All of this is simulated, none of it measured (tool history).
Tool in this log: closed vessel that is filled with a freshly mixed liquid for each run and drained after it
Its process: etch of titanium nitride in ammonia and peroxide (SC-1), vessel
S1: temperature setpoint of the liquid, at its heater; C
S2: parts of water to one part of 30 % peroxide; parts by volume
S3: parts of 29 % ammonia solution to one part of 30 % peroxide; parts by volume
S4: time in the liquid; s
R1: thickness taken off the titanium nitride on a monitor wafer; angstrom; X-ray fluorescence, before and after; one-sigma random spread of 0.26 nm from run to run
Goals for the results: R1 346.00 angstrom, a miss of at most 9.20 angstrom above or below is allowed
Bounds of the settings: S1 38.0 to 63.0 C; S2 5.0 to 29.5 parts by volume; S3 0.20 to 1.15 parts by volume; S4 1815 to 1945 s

run,hour,S1,S2,S3,S4,R1
1,0.0,47.0,16.5,0.65,1815,829.08
2,4.7,47.0,16.5,0.65,1945,877.36
3,13.1,43.0,16.5,0.65,1945,662.60
4,15.1,43.0,16.5,0.55,1945,643.79
5,22.2,43.0,16.5,0.55,1945,650.36
6,25.5,41.5,19.0,0.55,1945,537.35
7,33.8,40.5,20.5,0.55,1945,474.36
8,43.0,39.5,21.5,0.55,1945,429.61
9,44.2,39.0,22.5,0.55,1945,401.05
10,53.4,38.5,23.0,0.55,1945,390.64
11,55.4,38.5,24.0,0.55,1945,379.15

Below are 4 possible settings for the next run. Only one of them brings all results inside the allowed miss of their targets. Which is it?
A,57.4,38.5,27.0,0.40,1865,?
B,57.4,38.0,23.5,0.40,1815,?
C,57.4,38.5,27.5,0.45,1870,?
D,57.4,39.0,26.5,0.40,1915,?

move,R1
A,320.61
B,325.24
C,325.40
D,345.41
A: takes the biggest miss from the last run beyond its target
B: takes the biggest miss from the last run beyond its target
C: takes the biggest miss from the last run beyond its target
D: meets every target
D meets every target.
